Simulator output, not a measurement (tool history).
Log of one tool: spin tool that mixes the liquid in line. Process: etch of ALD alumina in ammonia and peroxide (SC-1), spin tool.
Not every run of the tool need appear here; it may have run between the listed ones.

run	hour	temperature setpoint of the liquid (C)	parts of 29 % ammonia solution to one part of 30 % peroxide (parts by volume)	time under the liquid (s)	thickness taken off the ALD alumina on a monitor wafer (Å)
1	0	55	0.75	50	43.17
2	0.9	61.5	0.75	50	61.475
3	8.6	61.5	0.75	50	60.393
4	12.9	61.5	0.85	50	61.56
5	20.1	54.5	0.85	50	42.847
6	26.3	50	0.85	50	34.11
7	30.5	47	0.85	50	28.534

Estimate the outcome of run 8 from the log above:
# hour 33.1: thermometer replaced
8	33.1	45	0.85	50	?

thickness taken off the ALD alumina on a monitor wafer (Å): 22.409

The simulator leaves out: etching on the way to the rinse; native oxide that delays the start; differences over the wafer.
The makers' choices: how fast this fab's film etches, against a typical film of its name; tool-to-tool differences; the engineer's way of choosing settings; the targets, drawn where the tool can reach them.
